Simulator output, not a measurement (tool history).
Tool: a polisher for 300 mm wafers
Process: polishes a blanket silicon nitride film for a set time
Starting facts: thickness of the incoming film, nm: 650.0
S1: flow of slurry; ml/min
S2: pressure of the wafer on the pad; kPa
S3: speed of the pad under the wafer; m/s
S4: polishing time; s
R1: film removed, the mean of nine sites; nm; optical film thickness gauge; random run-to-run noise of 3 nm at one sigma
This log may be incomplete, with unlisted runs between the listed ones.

run    day   S1    S2    S3   S4      R1
  1  0.000  235  21.4  1.26  114  198.02
  2  0.221  240  24.8  1.26  114  227.99
  3  0.538  240  27.6  1.26  114  256.91
  4  0.779  240  27.6  1.50  114  284.68
  5  1.058  240  27.6  1.50  114  286.72
  6  1.142  240  27.6  1.50  120  297.00

Run 7 comes next. What will it give?
  7  1.167  240  28.3  1.50  120   ?

{"run 7": {"R1": 305.18}}

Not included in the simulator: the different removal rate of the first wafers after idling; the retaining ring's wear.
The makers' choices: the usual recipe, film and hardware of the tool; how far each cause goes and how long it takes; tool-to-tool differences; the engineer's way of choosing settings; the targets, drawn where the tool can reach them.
